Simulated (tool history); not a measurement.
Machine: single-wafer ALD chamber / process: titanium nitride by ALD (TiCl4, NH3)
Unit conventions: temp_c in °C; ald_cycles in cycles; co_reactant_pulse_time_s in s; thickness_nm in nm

| run | hour | temp_c | ald_cycles | co_reactant_pulse_time_s | thickness_nm |
|---|---|---|---|---|---|
| 1 | 0 | 380 | 104 | 2.71 | 2.359 |
| 2 | 1.9 | 380 | 104 | 3.28 | 2.3839 |
| 3 | 11 | 374 | 104 | 2.68 | 2.3437 |
| 4 | 12.6 | 369 | 104 | 2.24 | 2.2832 |
| 5 | 17.1 | 369 | 104 | 2.24 | 2.2769 |
| 6 | 19.6 | 366 | 104 | 1.92 | 2.2337 |
| 7 | 21.6 | 364 | 104 | 1.72 | 2.2114 |
| 8 | 25.9 | 356 | 104 | 0.98 | 1.9201 |
| 9 | 28.2 | 360 | 105 | 0.99 | 1.9834 |
| 10 | 31.9 | 362 | 106 | 1.07 | 2.059 |
| 11 | 37.4 | 362 | 106 | 1.07 | 2.0514 |
| 12 | 43.7 | 363 | 106 | 1.1 | 2.0835 |
| 13 | 48.7 | 368 | 107 | 1.45 | 2.2601 |
| 14 | 56.1 | 366 | 107 | 1.45 | 2.2214 |

What will run 15 give?
| 15 | 59.3 | 366 | 107 | 1.45 | ? |

Run 15 gave thickness_nm 2.2179 nm.
